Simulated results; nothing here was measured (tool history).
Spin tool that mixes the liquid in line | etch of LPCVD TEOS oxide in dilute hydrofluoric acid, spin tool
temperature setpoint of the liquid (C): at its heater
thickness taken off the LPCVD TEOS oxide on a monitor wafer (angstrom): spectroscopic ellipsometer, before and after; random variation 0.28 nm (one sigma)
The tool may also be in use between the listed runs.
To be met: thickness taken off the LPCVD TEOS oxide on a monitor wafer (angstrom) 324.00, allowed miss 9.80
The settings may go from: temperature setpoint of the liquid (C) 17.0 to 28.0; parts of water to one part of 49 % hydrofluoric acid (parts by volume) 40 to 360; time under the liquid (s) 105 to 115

run  hour  temperature setpoint of the liquid (C)  parts of water to one part of 49 % hydrofluoric acid (parts by volume)  time under the liquid (s)  thickness taken off the LPCVD TEOS oxide on a monitor wafer (angstrom)
  1   0.0                                    20.0                                                                     200                        105                                                                  236.16
  2   1.6                                    21.5                                                                     200                        105                                                                  246.05
  3   6.5                                    21.5                                                                     200                        115                                                                  273.31
  4  12.6                                    22.5                                                                     200                        115                                                                  276.71
     16.3  -- hydrofluoric acid flow meter replaced
  5  16.3                                    24.5                                                                     200                        115                                                                  269.03
  6  17.0                                    24.5                                                                     200                        105                                                                  241.61
  7  22.7                                    28.0                                                                     165                        105                                                                  346.61
  8  29.5                                    27.5                                                                     165                        105                                                                  339.79
  9  36.9                                    27.0                                                                     165                        105                                                                  331.39

Which of these 4 next moves meets every target?
  A  44.3                                    26.0                                                                     180                        115                                                                       ?
  B  44.3                                    28.0                                                                     180                        115                                                                       ?
  C  44.3                                    22.0                                                                     140                        110                                                                       ?
  D  44.3                                    27.5                                                                     165                        105                                                                       ?

move  thickness taken off the LPCVD TEOS oxide on a monitor wafer (angstrom)
   A                                                                  321.37
   B                                                                  345.55
   C                                                                  355.22
   D                                                                  344.20
A: meets every target
B: further off than the last run
C: further off than the last run
D: further off than the last run
The right move is A.

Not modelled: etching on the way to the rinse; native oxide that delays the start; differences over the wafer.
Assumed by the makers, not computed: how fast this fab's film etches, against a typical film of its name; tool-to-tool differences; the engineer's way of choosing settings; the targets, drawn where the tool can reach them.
